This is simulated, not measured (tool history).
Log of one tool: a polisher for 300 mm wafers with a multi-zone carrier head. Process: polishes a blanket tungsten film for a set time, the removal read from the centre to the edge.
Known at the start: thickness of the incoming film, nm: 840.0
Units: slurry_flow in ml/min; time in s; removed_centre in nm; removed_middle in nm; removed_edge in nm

Run 1, hour 0: slurry_flow 180 ml/min, centre_zone 1, middle_zone 1, edge_zone 1, slurry_solids 1, time 62 s. Result: removed_centre 266.21 nm, removed_middle 254.19 nm, removed_edge 273.76 nm.
Run 2, hour 1.1: slurry_flow 180 ml/min, centre_zone 1, middle_zone 1, edge_zone 0.95, slurry_solids 1, time 62 s. Result: removed_centre 260.28 nm, removed_middle 258.68 nm, removed_edge 266.95 nm.
Run 3, hour 7.1: slurry_flow 175 ml/min, centre_zone 1, middle_zone 0.99, edge_zone 0.95, slurry_solids 1, time 62 s. Result: removed_centre 264.43 nm, removed_middle 256.33 nm, removed_edge 264.79 nm.
Run 4, hour 12.3: slurry_flow 175 ml/min, centre_zone 1, middle_zone 0.98, edge_zone 0.95, slurry_solids 1, time 62 s. Result: removed_centre 258.95 nm, removed_middle 252.65 nm, removed_edge 269.98 nm.
Run 5, hour 18.7: slurry_flow 210 ml/min, centre_zone 1, middle_zone 0.98, edge_zone 0.95, slurry_solids 1, time 62 s. Result: removed_centre 268 nm, removed_middle 265.41 nm, removed_edge 270.5 nm.
Run 6, hour 21.7: slurry_flow 210 ml/min, centre_zone 1, middle_zone 0.98, edge_zone 0.99, slurry_solids 1, time 62 s. Result: removed_centre 269.25 nm, removed_middle 259.39 nm, removed_edge 277.38 nm.
Run 7, hour 23.8: slurry_flow 205 ml/min, centre_zone 1, middle_zone 0.97, edge_zone 0.98, slurry_solids 0.95, time 62 s. Result: removed_centre 265.49 nm, removed_middle 254.85 nm, removed_edge 277.92 nm.
Run 8, hour 28.7: slurry_flow 200 ml/min, centre_zone 1, middle_zone 0.97, edge_zone 0.97, slurry_solids 0.95, time 62 s. Result: removed_centre 263.48 nm, removed_middle 255.78 nm, removed_edge 264.18 nm.
Run 9, hour 30.7: slurry_flow 195 ml/min, centre_zone 1, middle_zone 0.96, edge_zone 0.97, slurry_solids 0.95, time 62 s. Result: removed_centre 266.53 nm, removed_middle 253.69 nm, removed_edge 263.57 nm.
Run 10, hour 33: slurry_flow 190 ml/min, centre_zone 0.99, middle_zone 0.95, edge_zone 0.98, slurry_solids 0.95, time 62 s. Result: removed_centre 263.24 nm, removed_middle 250.16 nm, removed_edge 271.15 nm.
At hour 34.4: edge zone pressure recalibrated.
Run 11, hour 34.4: slurry_flow 185 ml/min, centre_zone 0.99, middle_zone 0.94, edge_zone 0.98, slurry_solids 0.9, time 62 s. Result: removed_centre 252.38 nm, removed_middle 244.25 nm, removed_edge 260.07 nm.
Run 12, hour 39.6: slurry_flow 180 ml/min, centre_zone 0.99, middle_zone 0.93, edge_zone 0.98, slurry_solids 0.9, time 62 s. Result: removed_centre 253.97 nm, removed_middle 242.25 nm, removed_edge 259.88 nm.

Run 13 comes next. What will it give?
Run 13, hour 44.6: slurry_flow 150 ml/min, centre_zone 0.97, middle_zone 0.84, edge_zone 0.93, slurry_solids 0.75, time 61 s. Result: removed_centre ?, removed_middle ?, removed_edge ?.

Run 13 gave removed_centre 224.62 nm, removed_middle 201.07 nm, removed_edge 231.94 nm.
